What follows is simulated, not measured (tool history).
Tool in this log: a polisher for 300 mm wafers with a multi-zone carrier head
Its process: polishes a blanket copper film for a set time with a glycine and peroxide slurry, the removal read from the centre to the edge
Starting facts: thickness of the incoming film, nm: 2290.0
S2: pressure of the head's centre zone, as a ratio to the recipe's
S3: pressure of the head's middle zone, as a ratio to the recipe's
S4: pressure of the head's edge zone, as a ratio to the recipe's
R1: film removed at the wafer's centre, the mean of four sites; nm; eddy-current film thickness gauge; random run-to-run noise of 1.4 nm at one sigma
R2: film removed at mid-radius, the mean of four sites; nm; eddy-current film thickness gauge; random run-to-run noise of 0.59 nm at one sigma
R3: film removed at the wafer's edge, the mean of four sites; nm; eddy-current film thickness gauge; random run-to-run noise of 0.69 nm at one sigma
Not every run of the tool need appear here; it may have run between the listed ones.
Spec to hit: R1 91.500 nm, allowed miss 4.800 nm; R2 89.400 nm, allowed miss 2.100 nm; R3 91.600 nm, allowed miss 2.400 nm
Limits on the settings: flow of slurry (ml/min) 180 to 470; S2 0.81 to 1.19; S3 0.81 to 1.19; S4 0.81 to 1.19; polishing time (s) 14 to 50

{"run": 1, "day": 0.0, "flow of slurry (ml/min)": 300, "S2": 1.0, "S3": 1.0, "S4": 1.0, "polishing time (s)": 32, "R1": 131.49, "R2": 124.99, "R3": 129.8}
{"run": 2, "day": 0.175, "flow of slurry (ml/min)": 300, "S2": 0.92, "S3": 1.0, "S4": 1.0, "polishing time (s)": 32, "R1": 117.25, "R2": 125.07, "R3": 130.23}
{"run": 3, "day": 0.317, "flow of slurry (ml/min)": 300, "S2": 0.92, "S3": 0.99, "S4": 0.98, "polishing time (s)": 31, "R1": 112.3, "R2": 119.78, "R3": 124.92}
{"run": 4, "day": 0.362, "flow of slurry (ml/min)": 300, "S2": 0.92, "S3": 0.99, "S4": 0.98, "polishing time (s)": 28, "R1": 101.97, "R2": 106.69, "R3": 113.32}
{"run": 5, "day": 0.396, "flow of slurry (ml/min)": 300, "S2": 0.92, "S3": 0.94, "S4": 0.98, "polishing time (s)": 28, "R1": 102.53, "R2": 103.33, "R3": 113.27}
{"run": 6, "day": 0.417, "flow of slurry (ml/min)": 300, "S2": 0.92, "S3": 0.94, "S4": 0.96, "polishing time (s)": 28, "R1": 101.25, "R2": 102.68, "R3": 110.65}
{"run": 7, "day": 0.742, "flow of slurry (ml/min)": 295, "S2": 0.92, "S3": 0.93, "S4": 0.94, "polishing time (s)": 28, "R1": 101.33, "R2": 102.93, "R3": 112.61}
{"run": 8, "day": 0.958, "flow of slurry (ml/min)": 300, "S2": 0.93, "S3": 0.94, "S4": 0.94, "polishing time (s)": 27, "R1": 99.077, "R2": 99.008, "R3": 105.75}
{"run": 9, "day": 1.3, "flow of slurry (ml/min)": 300, "S2": 0.93, "S3": 0.94, "S4": 0.93, "polishing time (s)": 27, "R1": 102.03, "R2": 99.313, "R3": 105.49}
{"run": 10, "day": 1.346, "flow of slurry (ml/min)": 300, "S2": 0.92, "S3": 0.94, "S4": 0.92, "polishing time (s)": 27, "R1": 96.825, "R2": 98.38, "R3": 106.47}
{"run": 11, "day": 1.658, "flow of slurry (ml/min)": 300, "S2": 0.93, "S3": 0.95, "S4": 0.91, "polishing time (s)": 27, "R1": 100.39, "R2": 100.05, "R3": 105.42}
{"run": 12, "day": 1.917, "flow of slurry (ml/min)": 270, "S2": 0.91, "S3": 0.92, "S4": 0.81, "polishing time (s)": 24, "R1": 87.675, "R2": 86.686, "R3": 88.95}
{"run": 13, "day": 2.104, "flow of slurry (ml/min)": 275, "S2": 0.91, "S3": 0.92, "S4": 0.81, "polishing time (s)": 24, "R1": 84.149, "R2": 84.573, "R3": 88.169}
{"run": 14, "day": 2.354, "flow of slurry (ml/min)": 275, "S2": 0.98, "S3": 0.97, "S4": 0.86, "polishing time (s)": 25, "R1": 96.331, "R2": 92.581, "R3": 94.589}
{"run": 15, "day": 2.5, "flow of slurry (ml/min)": 270, "S2": 0.98, "S3": 0.97, "S4": 0.86, "polishing time (s)": 25, "R1": 96.878, "R2": 92.942, "R3": 93.597}
{"run": 16, "day": 2.538, "flow of slurry (ml/min)": 265, "S2": 0.98, "S3": 0.97, "S4": 0.86, "polishing time (s)": 25, "R1": 93.904, "R2": 92.39, "R3": 93.545}

5 next moves are on the table. One of them brings every result within its allowed miss. Which?
{"run": "A", "day": 2.575, "flow of slurry (ml/min)": 265, "S2": 0.98, "S3": 1.02, "S4": 0.81, "polishing time (s)": 25, "R1": "?", "R2": "?", "R3": "?"}
{"run": "B", "day": 2.575, "flow of slurry (ml/min)": 220, "S2": 1.01, "S3": 1.0, "S4": 0.91, "polishing time (s)": 24, "R1": "?", "R2": "?", "R3": "?"}
{"run": "C", "day": 2.575, "flow of slurry (ml/min)": 250, "S2": 1.0, "S3": 0.98, "S4": 0.85, "polishing time (s)": 26, "R1": "?", "R2": "?", "R3": "?"}
{"run": "D", "day": 2.575, "flow of slurry (ml/min)": 275, "S2": 1.01, "S3": 1.05, "S4": 0.88, "polishing time (s)": 24, "R1": "?", "R2": "?", "R3": "?"}
{"run": "E", "day": 2.575, "flow of slurry (ml/min)": 275, "S2": 1.0, "S3": 1.06, "S4": 0.81, "polishing time (s)": 25, "R1": "?", "R2": "?", "R3": "?"}

move=A R1=95.520 R2=96.488 R3=91.815
move=B R1=91.817 R2=88.725 R3=91.085
move=C R1=100.510 R2=96.273 R3=97.034
move=D R1=95.023 R2=95.341 R3=91.733
move=E R1=98.002 R2=100.130 R3=92.082
A: the biggest miss grows against the last run
B: every result lands within tolerance
C: the biggest miss grows against the last run
D: the biggest miss grows against the last run
E: the biggest miss grows against the last run
The right move is B.
